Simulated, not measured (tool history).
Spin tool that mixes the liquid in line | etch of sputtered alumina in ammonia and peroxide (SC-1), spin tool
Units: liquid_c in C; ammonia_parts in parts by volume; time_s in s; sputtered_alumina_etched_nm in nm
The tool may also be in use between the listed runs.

| run | hour | liquid_c | ammonia_parts | time_s | sputtered_alumina_etched_nm |
|---|---|---|---|---|---|
| 1 | 0 | 59 | 0.85 | 100 | 11.742 |
| 2 | 6 | 56 | 0.85 | 100 | 9.9926 |
| 3 | 14.1 | 54 | 0.85 | 100 | 9.1219 |
| 4 | 16.2 | 50 | 0.85 | 100 | 7.1876 |
| 5 | 17 | 50 | 0.85 | 100 | 7.3107 |
| 6 | 24.6 | 49 | 0.85 | 100 | 6.9834 |
| 7 | 26.5 | 43.5 | 0.85 | 100 | 4.9823 |

Forecast run 8:
|  | 29.6 | new drum of ammonia solution connected |
| 8 | 29.6 | 43.5 | 0.85 | 100 | ? |

sputtered_alumina_etched_nm: 5.1068 nm

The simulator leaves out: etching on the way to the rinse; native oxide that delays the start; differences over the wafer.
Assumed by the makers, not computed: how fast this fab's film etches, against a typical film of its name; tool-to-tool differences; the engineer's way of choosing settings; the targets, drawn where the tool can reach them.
